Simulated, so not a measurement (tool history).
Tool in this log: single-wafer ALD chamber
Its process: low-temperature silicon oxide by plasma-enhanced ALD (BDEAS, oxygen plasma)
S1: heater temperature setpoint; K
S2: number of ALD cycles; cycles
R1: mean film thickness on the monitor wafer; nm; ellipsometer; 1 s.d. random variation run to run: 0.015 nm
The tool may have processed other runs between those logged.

{"run": 1, "hour": 0.0, "S1": 383.15, "S2": 45, "R1": 6.3847}
{"run": 2, "hour": 4.1, "S1": 388.15, "S2": 45, "R1": 6.384}
{"run": 3, "hour": 12.7, "S1": 399.15, "S2": 45, "R1": 6.2288}
{"run": 4, "hour": 16.9, "S1": 406.15, "S2": 45, "R1": 6.184}
{"run": 5, "hour": 18.3, "S1": 406.15, "S2": 44, "R1": 5.9924}
{"run": 6, "hour": 20.2, "S1": 406.15, "S2": 50, "R1": 6.8466}
{"run": 7, "hour": 28.7, "S1": 406.15, "S2": 48, "R1": 6.5683}
{"run": 8, "hour": 32.8, "S1": 406.15, "S2": 47, "R1": 6.4404}
{"run": 9, "hour": 41.5, "S1": 406.15, "S2": 46, "R1": 6.2951}
{"run": 10, "hour": 50.2, "S1": 406.15, "S2": 45, "R1": 6.1577}
{"run": 11, "hour": 53.5, "S1": 406.15, "S2": 44, "R1": 6.0395}
{"run": 12, "hour": 54.7, "S1": 406.15, "S2": 43, "R1": 5.9201}
{"run": 13, "hour": 60.6, "S1": 406.15, "S2": 42, "R1": 5.7743}

Estimate the outcome of run 14 from the log above:
{"run": 14, "hour": 68.3, "S1": 406.15, "S2": 41, "R1": "?"}

R1: 5.5945 nm

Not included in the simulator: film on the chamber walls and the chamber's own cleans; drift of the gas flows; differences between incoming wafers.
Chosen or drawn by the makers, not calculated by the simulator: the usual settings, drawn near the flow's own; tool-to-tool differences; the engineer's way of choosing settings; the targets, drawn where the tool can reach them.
